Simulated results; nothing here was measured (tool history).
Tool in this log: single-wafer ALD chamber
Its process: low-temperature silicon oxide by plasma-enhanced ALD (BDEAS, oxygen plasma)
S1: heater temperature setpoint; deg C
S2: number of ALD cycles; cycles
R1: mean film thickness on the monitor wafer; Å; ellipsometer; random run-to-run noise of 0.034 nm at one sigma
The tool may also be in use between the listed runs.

run,hour,S1,S2,R1
1,0,90,55,80.777
2,8.7,90,52,76.697
3,15.2,93,50,73.21
4,23.9,84,50,75.517
5,31.1,84,44,66.456
6,32.2,86,44,66.007

What does the tool deliver on the next run?
7,35.3,88,44,?

Run 7 gave R1 65.516 Å.
